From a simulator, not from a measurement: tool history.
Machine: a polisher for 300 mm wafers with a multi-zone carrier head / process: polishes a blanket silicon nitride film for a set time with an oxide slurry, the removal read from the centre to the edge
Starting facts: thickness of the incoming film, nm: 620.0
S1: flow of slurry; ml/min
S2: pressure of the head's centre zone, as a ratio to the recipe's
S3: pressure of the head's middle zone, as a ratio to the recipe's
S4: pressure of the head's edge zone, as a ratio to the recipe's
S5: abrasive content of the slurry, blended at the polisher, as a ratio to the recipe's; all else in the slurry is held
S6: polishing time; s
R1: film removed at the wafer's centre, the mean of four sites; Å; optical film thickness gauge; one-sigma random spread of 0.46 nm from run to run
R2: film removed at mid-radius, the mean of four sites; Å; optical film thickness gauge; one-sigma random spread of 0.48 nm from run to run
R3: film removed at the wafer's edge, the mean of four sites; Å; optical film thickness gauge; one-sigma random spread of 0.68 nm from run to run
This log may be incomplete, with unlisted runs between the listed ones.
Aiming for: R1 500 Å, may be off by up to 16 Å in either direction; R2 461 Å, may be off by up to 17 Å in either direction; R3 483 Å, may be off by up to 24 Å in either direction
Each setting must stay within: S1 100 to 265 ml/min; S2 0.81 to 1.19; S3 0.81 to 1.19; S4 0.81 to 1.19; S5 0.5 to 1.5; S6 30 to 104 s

run 1 hour=0 | S1=170 S2=1 S3=1 S4=1 S5=1 S6=67 | R1=314.55 R2=310.9 R3=316.4
run 2 hour=1.3 | S1=180 S2=1.03 S3=1.01 S4=1.04 S5=1.15 S6=69 | R1=371 R2=359.75 R3=365.74
run 3 hour=9.1 | S1=220 S2=1.03 S3=1.01 S4=1.04 S5=1.15 S6=69 | R1=377.3 R2=364.13 R3=365.58
run 4 hour=11.1 | S1=180 S2=1.03 S3=1.01 S4=1.04 S5=1.15 S6=69 | R1=365.32 R2=359.71 R3=358.12
run 5 hour=14.8 | S1=180 S2=1.03 S3=0.97 S4=1.04 S5=1.15 S6=69 | R1=371.55 R2=349.23 R3=357.05
run 6 hour=20.6 | S1=180 S2=1.03 S3=0.92 S4=1.04 S5=1.15 S6=69 | R1=362.17 R2=337.05 R3=362.64
run 7 hour=22.9 | S1=180 S2=1.04 S3=0.93 S4=1.07 S5=1.25 S6=70 | R1=397.01 R2=359.72 R3=383.7
run 8 hour=27 | S1=180 S2=1.04 S3=0.94 S4=1.09 S5=1.3 S6=72 | R1=418.21 R2=372.13 R3=412.52
run 9 hour=34.7 | S1=180 S2=1.04 S3=0.98 S4=1.1 S5=1.35 S6=73 | R1=429.51 R2=400.7 R3=429.77
run 10 hour=40.2 | S1=185 S2=1.06 S3=1 S4=1.12 S5=1.4 S6=73 | R1=442.21 R2=416.1 R3=443.85
run 11 hour=43.9 | S1=190 S2=1.08 S3=1.01 S4=1.13 S5=1.45 S6=73 | R1=459.66 R2=426.76 R3=444.54

5 candidate next runs follow, results not yet known. Just one meets every target within its allowed miss. Identify it.
run A hour=47.6 | S1=200 S2=0.99 S3=1.04 S4=1.1 S5=1.45 S6=66 | R1=? R2=? R3=?
run B hour=47.6 | S1=225 S2=1.14 S3=0.9 S4=1.17 S5=1.25 S6=77 | R1=? R2=? R3=?
run C hour=47.6 | S1=185 S2=1.1 S3=1.04 S4=1.15 S5=1.2 S6=84 | R1=? R2=? R3=?
run D hour=47.6 | S1=245 S2=1.18 S3=0.89 S4=1.12 S5=1.4 S6=71 | R1=? R2=? R3=?
run E hour=47.6 | S1=145 S2=1.08 S3=1.03 S4=1.07 S5=1.2 S6=95 | R1=? R2=? R3=?

move=A R1=390.94 R2=404.48 R3=400.72
move=B R1=498.01 R2=396.97 R3=453.56
move=C R1=498.86 R2=464.48 R3=470.67
move=D R1=507.65 R2=386.91 R3=436.66
move=E R1=530.69 R2=501.93 R3=502.18
A: further off than the last run
B: brings the result that was furthest off to its target, and leaves another outside
C: all results land within tolerance of their targets
D: brings the result that was furthest off to its target, and leaves another outside
E: carries the result that was furthest off beyond its target, to the other side
Go with C: it meets all targets.
